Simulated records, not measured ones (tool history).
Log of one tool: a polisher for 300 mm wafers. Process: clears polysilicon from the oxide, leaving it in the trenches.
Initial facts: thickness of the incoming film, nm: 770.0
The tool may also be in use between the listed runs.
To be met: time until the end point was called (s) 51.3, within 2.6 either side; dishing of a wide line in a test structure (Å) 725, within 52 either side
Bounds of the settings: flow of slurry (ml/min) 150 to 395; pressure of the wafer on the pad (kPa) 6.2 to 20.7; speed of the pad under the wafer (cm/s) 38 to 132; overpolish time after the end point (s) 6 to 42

| run | hour | flow of slurry (ml/min) | pressure of the wafer on the pad (kPa) | speed of the pad under the wafer (cm/s) | overpolish time after the end point (s) | time until the end point was called (s) | dishing of a wide line in a test structure (Å) |
|---|---|---|---|---|---|---|---|
| 1 | 0 | 250 | 13.1 | 84 | 21 | 76.396 | 689.94 |
| 2 | 6 | 250 | 13.1 | 68 | 21 | 93.417 | 644.19 |
| 3 | 8.8 | 250 | 13.1 | 52 | 21 | 118.76 | 606.61 |
| 4 | 16.4 | 250 | 15.2 | 52 | 21 | 103.71 | 647.87 |
| 5 | 20.1 | 250 | 15.2 | 64 | 21 | 88.675 | 654.34 |
| 6 | 24.4 | 250 | 16.5 | 68 | 21 | 75.657 | 683.1 |
| 7 | 30.5 | 250 | 17.2 | 70 | 20 | 71.248 | 683.16 |
| 8 | 36.1 | 250 | 17.9 | 72 | 20 | 64.736 | 680.05 |
| 9 | 38.6 | 250 | 20.7 | 74 | 26 | 55.51 | 734.81 |

Of the 5 settings listed for the next run, only one would bring every result within its allowed miss of target. Which one?
| A | 41.1 | 205 | 20.7 | 90 | 21 | ? | ? |
| B | 41.1 | 290 | 20.7 | 92 | 22 | ? | ? |
| C | 41.1 | 255 | 20.7 | 90 | 21 | ? | ? |
| D | 41.1 | 245 | 20 | 72 | 26 | ? | ? |
| E | 41.1 | 200 | 18.6 | 88 | 22 | ? | ? |

| move | time until the end point was called (s) | dishing of a wide line in a test structure (Å) |
|---|---|---|
| A | 45.352 | 732.27 |
| B | 43.406 | 734.58 |
| C | 44.708 | 732.69 |
| D | 57.521 | 731.5 |
| E | 51.479 | 729.45 |
A: moves the result that the last run missed by most past its target, out the other side
B: moves the result that the last run missed by most past its target, out the other side
C: moves the result that the last run missed by most past its target, out the other side
D: its largest miss is bigger than the last run's
E: every result lands within tolerance
E meets every target.
